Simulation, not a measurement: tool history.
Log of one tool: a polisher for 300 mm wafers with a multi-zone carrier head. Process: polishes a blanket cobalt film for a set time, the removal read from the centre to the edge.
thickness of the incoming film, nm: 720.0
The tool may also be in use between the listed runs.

run	hour	flow of slurry (ml/min)	pressure of the head's centre zone	pressure of the head's middle zone	pressure of the head's edge zone	polishing time (s)	film removed at the wafer's centre (angstrom)	film removed at mid-radius (angstrom)	film removed at the wafer's edge (angstrom)
1	0	285	1	1	1	79	2917.1	2719.1	2695.7
2	0.6	285	1	1	0.94	79	2861.8	2674.3	2659
3	2.6	285	0.93	1	0.94	79	2703	2594	2627.8
4	4.6	240	0.93	1	0.94	79	2660.2	2642.7	2609.4
5	5.5	240	0.93	1	0.94	88	3007.8	2955.8	2856.4
6	11.9	185	0.93	1	0.94	88	2819	2862.1	2812.6
7	13.1	185	0.92	0.97	0.93	80	2480.2	2465.4	2520.9
# hour 14.5: centre zone pressure recalibrated
8	14.5	185	0.91	0.95	0.92	75	2238.9	2327.3	2372.8
9	16.9	170	0.99	0.85	0.98	53	1710.6	1433	1715.1

Forecast run 10:
10	18.2	175	0.98	0.86	0.99	53	?	?	?

Run 10 gave film removed at the wafer's centre (angstrom) 1646.9, film removed at mid-radius (angstrom) 1449.7, film removed at the wafer's edge (angstrom) 1739.2.
